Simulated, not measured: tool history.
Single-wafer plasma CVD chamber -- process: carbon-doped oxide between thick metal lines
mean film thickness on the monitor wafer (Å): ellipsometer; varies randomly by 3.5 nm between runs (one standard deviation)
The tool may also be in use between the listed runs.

| run | hour | heater temperature setpoint (deg C) | chamber pressure (Torr) | RF power (W) | deposition time (s) | mean film thickness on the monitor wafer (Å) |
|---|---|---|---|---|---|---|
| 1 | 0 | 340 | 4.29 | 615 | 142 | 7956 |
| 2 | 1.7 | 340 | 4.29 | 535 | 142 | 7074.5 |
| 3 | 8.8 | 333 | 4.29 | 535 | 142 | 7237.9 |
| 4 | 15.7 | 333 | 4.29 | 535 | 142 | 7205.8 |
| 5 | 23.2 | 333 | 4.29 | 455 | 142 | 6138.9 |
| 6 | 27.4 | 338 | 4.29 | 455 | 142 | 6054.3 |
| 7 | 32 | 338 | 4.29 | 455 | 142 | 6024.4 |
| 8 | 34.8 | 336 | 4.45 | 480 | 142 | 6468 |
| 9 | 36.2 | 334 | 4.65 | 500 | 142 | 6843.8 |
| 10 | 38.3 | 332 | 4.82 | 515 | 142 | 7169.9 |
| 11 | 40 | 330 | 4.97 | 530 | 142 | 7390.7 |

Run 12, settings as shown, results not yet in. Your forecast:
| 12 | 45.4 | 329 | 5.08 | 545 | 142 | ? |

{"run 12": {"mean film thickness on the monitor wafer (Å)": 7686.8}}

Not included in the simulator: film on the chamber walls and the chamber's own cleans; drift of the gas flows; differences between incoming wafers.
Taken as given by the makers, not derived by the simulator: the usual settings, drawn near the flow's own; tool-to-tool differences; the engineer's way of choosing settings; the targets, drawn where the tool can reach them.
